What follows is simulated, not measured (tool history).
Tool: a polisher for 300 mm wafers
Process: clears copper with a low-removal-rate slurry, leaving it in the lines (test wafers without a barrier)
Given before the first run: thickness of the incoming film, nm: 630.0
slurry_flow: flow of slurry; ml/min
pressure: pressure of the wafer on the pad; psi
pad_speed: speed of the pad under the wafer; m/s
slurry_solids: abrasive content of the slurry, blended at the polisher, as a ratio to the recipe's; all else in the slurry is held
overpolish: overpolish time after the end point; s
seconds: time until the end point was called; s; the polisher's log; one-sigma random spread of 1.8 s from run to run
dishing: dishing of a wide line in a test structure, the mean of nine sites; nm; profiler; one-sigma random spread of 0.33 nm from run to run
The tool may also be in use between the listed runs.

run	hour	slurry_flow	pressure	pad_speed	slurry_solids	overpolish	seconds	dishing
1	0.0	305	3.5	1.14	1.0	18	136.960	44.125
2	6.5	305	3.6	1.16	1.0	15	132.810	40.483
3	8.0	305	3.6	1.28	1.0	15	118.450	42.680
4	13.7	305	3.6	1.28	1.1	15	122.140	43.180
5	19.0	305	3.7	1.30	1.0	12	115.760	37.127
6	23.9	370	3.7	1.30	1.0	12	116.870	38.282
7	28.5	285	4.2	1.34	1.0	5	100.050	20.123
8	34.4	325	4.1	1.38	1.0	5	100.960	20.460
9	42.0	350	4.2	1.38	1.0	14	102.250	47.996
10	47.5	315	4.3	1.34	1.0	13	99.282	45.454
11	53.7	290	4.2	1.36	1.0	12	99.664	42.081
12	62.3	285	4.3	1.34	1.0	11	98.758	39.938
13	71.2	280	4.2	1.36	1.0	10	98.976	36.543
14	78.0	280	4.0	1.42	1.0	6	100.900	23.647
15	86.0	280	4.0	1.44	1.0	7	98.845	27.252

Run 16 comes next. What will it give?
16	94.4	280	4.0	1.46	1.0	7	?	?

seconds: 101.270 s
dishing: 28.066 nm

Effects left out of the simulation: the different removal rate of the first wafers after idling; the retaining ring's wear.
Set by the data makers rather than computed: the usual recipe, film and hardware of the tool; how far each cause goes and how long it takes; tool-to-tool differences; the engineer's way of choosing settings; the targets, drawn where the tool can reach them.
